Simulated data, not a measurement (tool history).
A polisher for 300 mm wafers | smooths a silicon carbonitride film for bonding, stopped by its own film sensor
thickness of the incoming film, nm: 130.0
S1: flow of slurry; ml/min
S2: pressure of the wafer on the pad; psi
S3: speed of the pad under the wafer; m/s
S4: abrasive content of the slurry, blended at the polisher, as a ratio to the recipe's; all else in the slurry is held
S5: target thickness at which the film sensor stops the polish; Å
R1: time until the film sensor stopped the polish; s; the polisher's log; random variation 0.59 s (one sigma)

{"run": 1, "hour": 0.0, "S1": 240, "S2": 2.6, "S3": 0.8, "S4": 1, "S5": 1160, "R1": 53.485}
{"run": 2, "hour": 2.2, "S1": 270, "S2": 2.6, "S3": 0.8, "S4": 1, "S5": 1160, "R1": 52.681}
{"run": 3, "hour": 4.6, "S1": 270, "S2": 2.7, "S3": 0.8, "S4": 1, "S5": 1160, "R1": 51.933}
{"run": 4, "hour": 11.0, "S1": 270, "S2": 2.7, "S3": 0.7, "S4": 1, "S5": 1160, "R1": 55.29}
{"run": 5, "hour": 14.8, "S1": 270, "S2": 2.7, "S3": 0.52, "S4": 1, "S5": 1160, "R1": 70.892}
{"run": 6, "hour": 18.9, "S1": 270, "S2": 2.7, "S3": 0.42, "S4": 1, "S5": 1160, "R1": 83.775}

The next listed run, before its measurement:
{"run": 7, "hour": 21.1, "S1": 270, "S2": 2.7, "S3": 0.42, "S4": 1, "S5": 1160, "R1": "?"}

R1: 82.718 s

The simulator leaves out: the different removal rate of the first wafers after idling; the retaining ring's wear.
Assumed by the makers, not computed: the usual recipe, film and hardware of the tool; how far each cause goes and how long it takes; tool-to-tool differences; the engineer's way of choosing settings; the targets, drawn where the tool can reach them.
